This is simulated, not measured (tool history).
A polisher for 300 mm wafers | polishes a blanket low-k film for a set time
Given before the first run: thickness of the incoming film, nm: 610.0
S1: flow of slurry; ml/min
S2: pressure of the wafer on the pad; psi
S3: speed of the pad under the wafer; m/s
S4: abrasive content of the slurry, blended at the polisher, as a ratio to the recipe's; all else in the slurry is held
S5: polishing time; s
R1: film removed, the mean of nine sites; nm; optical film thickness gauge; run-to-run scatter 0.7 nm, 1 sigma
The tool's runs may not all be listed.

{"run": 1, "day": 0.0, "S1": 170, "S2": 2.2, "S3": 0.96, "S4": 1, "S5": 54, "R1": 25.757}
{"run": 2, "day": 0.121, "S1": 170, "S2": 2.5, "S3": 0.98, "S4": 1, "S5": 54, "R1": 28.903}
{"run": 3, "day": 0.362, "S1": 170, "S2": 2.7, "S3": 1.02, "S4": 1, "S5": 54, "R1": 32.612}
{"run": 4, "day": 0.579, "S1": 170, "S2": 2.9, "S3": 1.04, "S4": 1, "S5": 54, "R1": 35.642}
{"run": 5, "day": 0.854, "S1": 170, "S2": 2.9, "S3": 1.04, "S4": 1, "S5": 54, "R1": 35.599}
{"run": 6, "day": 1.088, "S1": 170, "S2": 3, "S3": 1.06, "S4": 1, "S5": 54, "R1": 36.807}
{"run": 7, "day": 1.288, "S1": 170, "S2": 3.1, "S3": 1.08, "S4": 1, "S5": 54, "R1": 38.306}
{"run": 8, "day": 1.492, "S1": 170, "S2": 3.2, "S3": 1.1, "S4": 1, "S5": 54, "R1": 39.436}
{"run": 9, "day": 1.792, "S1": 170, "S2": 3.3, "S3": 1.14, "S4": 1, "S5": 54, "R1": 42.284}
{"run": 10, "day": 1.838, "S1": 170, "S2": 3.3, "S3": 1.16, "S4": 1, "S5": 54, "R1": 42.327}

Run 11 comes next. What will it give?
{"run": 11, "day": 1.962, "S1": 170, "S2": 3.3, "S3": 1.18, "S4": 1, "S5": 54, "R1": "?"}

{"run 11": {"R1": 41.989}}
